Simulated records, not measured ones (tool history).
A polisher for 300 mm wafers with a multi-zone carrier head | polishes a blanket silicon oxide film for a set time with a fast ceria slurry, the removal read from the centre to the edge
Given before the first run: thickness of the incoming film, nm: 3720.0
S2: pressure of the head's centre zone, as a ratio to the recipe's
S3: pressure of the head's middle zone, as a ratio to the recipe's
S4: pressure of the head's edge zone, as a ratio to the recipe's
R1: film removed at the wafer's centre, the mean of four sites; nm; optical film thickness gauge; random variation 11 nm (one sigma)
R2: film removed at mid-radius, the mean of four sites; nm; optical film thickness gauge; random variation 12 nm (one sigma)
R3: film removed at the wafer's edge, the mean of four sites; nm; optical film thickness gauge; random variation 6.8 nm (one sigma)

{"run": 1, "hour": 0.0, "flow of slurry (ml/min)": 180, "S2": 1, "S3": 1, "S4": 1, "polishing time (s)": 80, "R1": 986.7, "R2": 970.51, "R3": 982.31}
{"run": 2, "hour": 3.3, "flow of slurry (ml/min)": 175, "S2": 0.99, "S3": 1, "S4": 0.99, "polishing time (s)": 80, "R1": 930.18, "R2": 990.05, "R3": 971.89}
{"run": 3, "hour": 6.1, "flow of slurry (ml/min)": 170, "S2": 0.99, "S3": 0.99, "S4": 0.98, "polishing time (s)": 80, "R1": 929.44, "R2": 959.59, "R3": 986.28}
{"run": 4, "hour": 8.8, "flow of slurry (ml/min)": 170, "S2": 0.99, "S3": 0.99, "S4": 0.92, "polishing time (s)": 80, "R1": 930.45, "R2": 973.42, "R3": 959.9}
{"run": 5, "hour": 17.1, "flow of slurry (ml/min)": 170, "S2": 0.99, "S3": 0.99, "S4": 0.92, "polishing time (s)": 99, "R1": 1152.6, "R2": 1174.2, "R3": 1174.5}
{"run": 6, "hour": 25.8, "flow of slurry (ml/min)": 145, "S2": 0.99, "S3": 0.99, "S4": 0.92, "polishing time (s)": 99, "R1": 1131.9, "R2": 1170.6, "R3": 1157.4}
{"run": 7, "hour": 30.1, "flow of slurry (ml/min)": 145, "S2": 0.99, "S3": 0.99, "S4": 0.92, "polishing time (s)": 97, "R1": 1131.3, "R2": 1120.6, "R3": 1143}
{"run": 8, "hour": 31.9, "flow of slurry (ml/min)": 145, "S2": 0.99, "S3": 0.99, "S4": 0.92, "polishing time (s)": 95, "R1": 1091.6, "R2": 1140.8, "R3": 1110.1}
{"run": 9, "hour": 34.0, "flow of slurry (ml/min)": 145, "S2": 0.99, "S3": 0.99, "S4": 0.92, "polishing time (s)": 95, "R1": 1085.4, "R2": 1114, "R3": 1109}
{"run": 10, "hour": 39.9, "flow of slurry (ml/min)": 145, "S2": 0.99, "S3": 0.99, "S4": 0.92, "polishing time (s)": 93, "R1": 1061.7, "R2": 1110.4, "R3": 1068.7}
{"run": 11, "hour": 48.7, "flow of slurry (ml/min)": 145, "S2": 0.98, "S3": 0.98, "S4": 0.92, "polishing time (s)": 91, "R1": 1033.5, "R2": 1048.7, "R3": 1060.8}
{"run": 12, "hour": 55.0, "flow of slurry (ml/min)": 145, "S2": 0.97, "S3": 0.98, "S4": 0.91, "polishing time (s)": 89, "R1": 990, "R2": 1049.6, "R3": 1029.5}

Run 13 has not been measured yet. What should we expect?
{"run": 13, "hour": 61.4, "flow of slurry (ml/min)": 145, "S2": 0.97, "S3": 0.97, "S4": 0.91, "polishing time (s)": 88, "R1": "?", "R2": "?", "R3": "?"}

Run 13 produced R1 985.38 nm, R2 1034.1 nm, R3 1017.2 nm.
